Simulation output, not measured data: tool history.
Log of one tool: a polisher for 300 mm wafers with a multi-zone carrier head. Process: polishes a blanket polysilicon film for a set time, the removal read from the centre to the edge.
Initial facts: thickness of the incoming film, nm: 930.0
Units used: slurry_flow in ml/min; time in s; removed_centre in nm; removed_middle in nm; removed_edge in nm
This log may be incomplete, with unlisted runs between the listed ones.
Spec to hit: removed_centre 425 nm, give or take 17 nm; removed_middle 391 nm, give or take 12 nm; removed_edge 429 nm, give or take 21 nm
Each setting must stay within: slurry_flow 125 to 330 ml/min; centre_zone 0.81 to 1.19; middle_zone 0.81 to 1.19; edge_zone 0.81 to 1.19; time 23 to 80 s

Run 1, hour 0: slurry_flow 210 ml/min, centre_zone 1, middle_zone 1, edge_zone 1, time 51 s. Result: removed_centre 286.64 nm, removed_middle 297.5 nm, removed_edge 291.48 nm.
Run 2, hour 5.6: slurry_flow 210 ml/min, centre_zone 1, middle_zone 1, edge_zone 1, time 44 s. Result: removed_centre 247.92 nm, removed_middle 247.63 nm, removed_edge 256.9 nm.
Run 3, hour 7.6: slurry_flow 225 ml/min, centre_zone 1.02, middle_zone 0.97, edge_zone 1.06, time 51 s. Result: removed_centre 298.82 nm, removed_middle 288.54 nm, removed_edge 297.89 nm.
Run 4, hour 15.6: slurry_flow 225 ml/min, centre_zone 1.02, middle_zone 0.97, edge_zone 1.09, time 51 s. Result: removed_centre 294.42 nm, removed_middle 286.3 nm, removed_edge 310.08 nm.
Run 5, hour 17.3: slurry_flow 220 ml/min, centre_zone 1.05, middle_zone 0.97, edge_zone 1.12, time 56 s. Result: removed_centre 332.95 nm, removed_middle 316.11 nm, removed_edge 340.26 nm.
Run 6, hour 18.5: slurry_flow 220 ml/min, centre_zone 1.05, middle_zone 0.97, edge_zone 1.07, time 56 s. Result: removed_centre 325.63 nm, removed_middle 312.95 nm, removed_edge 338.88 nm.
Run 7, hour 20.1: slurry_flow 230 ml/min, centre_zone 1.09, middle_zone 0.99, edge_zone 1.09, time 59 s. Result: removed_centre 366.64 nm, removed_middle 337.9 nm, removed_edge 353.05 nm.
Run 8, hour 23: slurry_flow 230 ml/min, centre_zone 1.09, middle_zone 0.98, edge_zone 1.11, time 62 s. Result: removed_centre 386.87 nm, removed_middle 352.24 nm, removed_edge 375.65 nm.

Consider the 4 candidate settings below. Which is the only one whose results all fall within their allowed miss of target?
Run A, hour 25.9: slurry_flow 245 ml/min, centre_zone 0.99, middle_zone 1.09, edge_zone 1.06, time 59 s. Result: removed_centre ?, removed_middle ?, removed_edge ?.
Run B, hour 25.9: slurry_flow 310 ml/min, centre_zone 1.04, middle_zone 0.92, edge_zone 1.09, time 69 s. Result: removed_centre ?, removed_middle ?, removed_edge ?.
Run C, hour 25.9: slurry_flow 185 ml/min, centre_zone 0.98, middle_zone 0.89, edge_zone 1.19, time 65 s. Result: removed_centre ?, removed_middle ?, removed_edge ?.
Run D, hour 25.9: slurry_flow 185 ml/min, centre_zone 1.09, middle_zone 0.91, edge_zone 1.12, time 60 s. Result: removed_centre ?, removed_middle ?, removed_edge ?.

move  removed_centre  removed_middle  removed_edge
   A          334.71          371.74        355.34
   B           422.9          386.63        430.86
   C          347.94           331.1        403.67
   D          357.56          311.17        361.01
A: misses by more than the last run did
B: hits every target within its allowed miss
C: misses by more than the last run did
D: misses by more than the last run did
The move that meets every target is B.
